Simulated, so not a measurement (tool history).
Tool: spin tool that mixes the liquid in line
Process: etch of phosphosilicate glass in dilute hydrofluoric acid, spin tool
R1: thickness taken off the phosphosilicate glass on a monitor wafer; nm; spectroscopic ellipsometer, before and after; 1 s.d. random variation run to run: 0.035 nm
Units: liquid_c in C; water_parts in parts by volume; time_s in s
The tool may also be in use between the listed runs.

{"run": 1, "day": 0.0, "liquid_c": 26.0, "water_parts": 290, "time_s": 25, "R1": 4.2437}
{"run": 2, "day": 0.275, "liquid_c": 26.0, "water_parts": 195, "time_s": 25, "R1": 7.0517}
{"run": 3, "day": 0.571, "liquid_c": 24.0, "water_parts": 215, "time_s": 25, "R1": 5.8368}
{"run": 4, "day": 0.654, "liquid_c": 24.0, "water_parts": 215, "time_s": 25, "R1": 5.9388}
{"run": 5, "day": 0.692, "liquid_c": 25.5, "water_parts": 215, "time_s": 25, "R1": 6.2178}
{"run": 6, "day": 0.842, "liquid_c": 28.5, "water_parts": 215, "time_s": 25, "R1": 6.8321}
{"run": 7, "day": 0.938, "liquid_c": 28.5, "water_parts": 215, "time_s": 25, "R1": 6.9403}
{"run": 8, "day": 1.112, "liquid_c": 25.5, "water_parts": 230, "time_s": 25, "R1": 5.7075}
{"run": 9, "day": 1.375, "liquid_c": 23.5, "water_parts": 240, "time_s": 25, "R1": 4.9856}
{"run": 10, "day": 1.638, "liquid_c": 22.0, "water_parts": 240, "time_s": 25, "R1": 4.7395}
{"run": 11, "day": 1.725, "liquid_c": 21.0, "water_parts": 240, "time_s": 25, "R1": 4.6721}
{"run": 12, "day": 2.05, "liquid_c": 20.0, "water_parts": 245, "time_s": 25, "R1": 4.3248}
{"run": 13, "day": 2.425, "liquid_c": 19.5, "water_parts": 245, "time_s": 25, "R1": 4.263}

Run 14 is up next; what results do you expect?
{"run": 14, "day": 2.546, "liquid_c": 19.0, "water_parts": 245, "time_s": 25, "R1": "?"}

For run 14 the tool returned R1 4.1678 nm.
